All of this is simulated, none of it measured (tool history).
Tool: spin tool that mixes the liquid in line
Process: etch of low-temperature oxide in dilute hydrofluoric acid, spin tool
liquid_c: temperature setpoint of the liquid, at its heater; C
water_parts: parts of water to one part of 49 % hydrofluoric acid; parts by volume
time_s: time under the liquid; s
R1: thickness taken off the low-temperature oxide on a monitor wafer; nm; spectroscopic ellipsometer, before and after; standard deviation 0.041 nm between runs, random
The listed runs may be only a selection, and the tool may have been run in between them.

run 1 day=0.000 | liquid_c=26.0 water_parts=240 time_s=90 | R1=9.9421
run 2 day=0.062 | liquid_c=26.0 water_parts=280 time_s=90 | R1=8.2807
run 3 day=0.342 | liquid_c=28.5 water_parts=280 time_s=90 | R1=8.9074
run 4 day=0.617 | liquid_c=26.5 water_parts=285 time_s=90 | R1=8.1306
run 5 day=0.708 | liquid_c=25.0 water_parts=290 time_s=90 | R1=7.6367
run 6 day=1.075 | liquid_c=25.0 water_parts=290 time_s=90 | R1=7.5334
run 7 day=1.379 | liquid_c=23.5 water_parts=295 time_s=90 | R1=7.0540
run 8 day=1.596 | liquid_c=22.5 water_parts=300 time_s=90 | R1=6.6383

Predict the results of run 9:
run 9 day=1.788 | liquid_c=21.5 water_parts=300 time_s=90 | R1=?

{"run 9": {"R1": 6.4671}}

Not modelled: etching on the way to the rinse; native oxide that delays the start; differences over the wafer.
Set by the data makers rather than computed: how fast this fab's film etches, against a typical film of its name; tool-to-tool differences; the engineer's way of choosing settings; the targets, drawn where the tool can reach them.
